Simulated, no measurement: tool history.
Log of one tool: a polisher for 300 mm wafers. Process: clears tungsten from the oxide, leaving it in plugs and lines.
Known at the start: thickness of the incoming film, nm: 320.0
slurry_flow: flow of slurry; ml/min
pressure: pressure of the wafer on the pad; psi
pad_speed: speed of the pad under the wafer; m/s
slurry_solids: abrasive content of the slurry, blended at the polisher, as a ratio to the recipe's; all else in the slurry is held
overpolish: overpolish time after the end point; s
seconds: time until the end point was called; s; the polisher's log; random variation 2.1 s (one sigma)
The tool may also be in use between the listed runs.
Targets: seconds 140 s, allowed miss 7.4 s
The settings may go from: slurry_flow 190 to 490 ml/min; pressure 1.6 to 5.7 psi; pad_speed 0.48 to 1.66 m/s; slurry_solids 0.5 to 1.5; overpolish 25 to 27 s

run,hour,slurry_flow,pressure,pad_speed,slurry_solids,overpolish,seconds
1,0,315,3.6,1.06,1,25,76.036
2,5.1,315,3.6,1.06,1,27,78.061
3,13.7,315,2.9,1.06,1,27,97.321
4,16.1,345,2.9,1.06,1,27,96.402
5,18.3,345,2.7,1.06,1,27,103.51
6,23.7,345,2.6,1.06,1,27,107.98
7,30.9,345,2.5,1.06,1,27,108.86
8,35.1,345,2.4,1.06,1,27,115.22
9,39.6,345,2.4,1.06,1,27,114
10,42.2,345,2.3,1.06,1,27,120.19
11,46.4,345,1.7,1.04,1,27,162.39
12,51.5,355,1.7,1.04,1,27,162.22
13,52.8,355,2.3,1.06,1,27,115.03
14,56.2,355,1.8,1.06,1,27,147.26

Which of these 5 next moves meets every target?
A,59.6,370,1.7,1.16,1.1,27,?
B,59.6,305,1.8,1.02,1,27,?
C,59.6,365,1.7,1.04,1,25,?
D,59.6,365,1.6,1.26,0.7,27,?
E,59.6,245,1.8,1.1,0.75,27,?

move,seconds
A,142.27
B,158.94
C,162.01
D,154.71
E,161.96
A: meets every target
B: further off than the last run
C: further off than the last run
D: further off than the last run
E: further off than the last run
Answer: A

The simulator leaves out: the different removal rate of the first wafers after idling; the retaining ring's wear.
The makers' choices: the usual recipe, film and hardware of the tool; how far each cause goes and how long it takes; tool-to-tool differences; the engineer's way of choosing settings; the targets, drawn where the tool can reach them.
